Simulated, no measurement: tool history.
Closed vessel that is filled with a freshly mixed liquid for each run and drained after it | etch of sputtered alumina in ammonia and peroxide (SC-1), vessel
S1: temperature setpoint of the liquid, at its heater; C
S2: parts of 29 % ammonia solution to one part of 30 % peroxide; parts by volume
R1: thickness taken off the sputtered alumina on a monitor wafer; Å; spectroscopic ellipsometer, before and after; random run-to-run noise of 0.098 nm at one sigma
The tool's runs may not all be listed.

Run 1, hour 0.0: S1 60.0 C, S2 0.6 parts by volume, time in the liquid (s) 200. Result: R1 195.01 Å.
Run 2, hour 8.7: S1 59.0 C, S2 0.6 parts by volume, time in the liquid (s) 200. Result: R1 184.76 Å.
Run 3, hour 13.0: S1 58.0 C, S2 0.6 parts by volume, time in the liquid (s) 200. Result: R1 173.54 Å.
Run 4, hour 15.3: S1 58.0 C, S2 0.6 parts by volume, time in the liquid (s) 200. Result: R1 177.00 Å.
Run 5, hour 20.6: S1 57.5 C, S2 0.6 parts by volume, time in the liquid (s) 200. Result: R1 171.76 Å.
Run 6, hour 21.8: S1 57.0 C, S2 0.6 parts by volume, time in the liquid (s) 200. Result: R1 167.01 Å.
Run 7, hour 24.5: S1 56.5 C, S2 0.6 parts by volume, time in the liquid (s) 200. Result: R1 162.48 Å.
Run 8, hour 31.7: S1 56.0 C, S2 0.6 parts by volume, time in the liquid (s) 200. Result: R1 159.57 Å.
Run 9, hour 32.6: S1 55.5 C, S2 0.6 parts by volume, time in the liquid (s) 200. Result: R1 152.43 Å.

Predict the results of run 10:
Run 10, hour 39.2: S1 55.0 C, S2 0.6 parts by volume, time in the liquid (s) 200. Result: R1 ?.

R1: 150.42 Å
